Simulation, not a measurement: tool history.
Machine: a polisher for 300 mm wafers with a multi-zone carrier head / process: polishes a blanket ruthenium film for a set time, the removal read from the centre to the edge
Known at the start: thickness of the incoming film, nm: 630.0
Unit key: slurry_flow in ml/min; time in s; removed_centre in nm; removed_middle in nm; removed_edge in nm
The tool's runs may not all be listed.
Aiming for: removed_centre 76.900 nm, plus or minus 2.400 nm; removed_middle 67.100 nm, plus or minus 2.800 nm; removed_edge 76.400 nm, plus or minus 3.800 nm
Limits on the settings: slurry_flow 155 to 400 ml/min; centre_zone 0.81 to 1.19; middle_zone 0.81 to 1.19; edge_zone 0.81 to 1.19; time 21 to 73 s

run	hour	slurry_flow	centre_zone	middle_zone	edge_zone	time	removed_centre	removed_middle	removed_edge
1	0.0	255	1.00	1.00	1.00	47	59.784	59.468	57.634
2	4.3	255	1.01	0.98	1.04	49	63.326	62.504	61.634
3	6.4	260	1.02	0.94	1.08	51	65.647	61.694	65.634
4	12.1	260	1.02	1.00	1.08	51	66.861	66.233	63.810
5	19.1	265	1.03	0.97	1.09	53	70.463	66.086	67.432
6	27.0	210	1.03	0.97	1.09	53	67.601	64.593	68.129
7	28.7	210	1.04	0.96	1.10	54	68.713	65.273	68.255
8	36.8	220	1.04	0.94	1.11	55	71.668	66.768	68.888
9	40.9	215	1.04	0.91	1.13	56	72.302	64.472	71.408
10	41.4	220	1.04	0.91	1.14	57	73.793	66.243	72.610

Which single option among these 5 for the next run brings every result within its allowed miss of target? Just one does.
A	41.9	210	0.91	0.83	1.10	60	?	?	?
B	41.9	310	1.04	0.88	0.98	56	?	?	?
C	41.9	240	1.14	1.03	1.11	53	?	?	?
D	41.9	230	1.03	0.88	1.15	59	?	?	?
E	41.9	175	1.03	0.85	1.18	57	?	?	?

move	removed_centre	removed_middle	removed_edge
A	66.946	63.373	74.457
B	75.510	65.134	69.067
C	75.935	68.239	66.774
D	75.746	66.231	75.176
E	69.519	59.414	70.976
A: its largest miss is bigger than the last run's
B: corrects the largest miss of the last run, while another result sits out of spec
C: corrects the largest miss of the last run, while another result sits out of spec
D: every result lands within tolerance
E: its largest miss is bigger than the last run's
D is the move that brings every result within its allowed miss.

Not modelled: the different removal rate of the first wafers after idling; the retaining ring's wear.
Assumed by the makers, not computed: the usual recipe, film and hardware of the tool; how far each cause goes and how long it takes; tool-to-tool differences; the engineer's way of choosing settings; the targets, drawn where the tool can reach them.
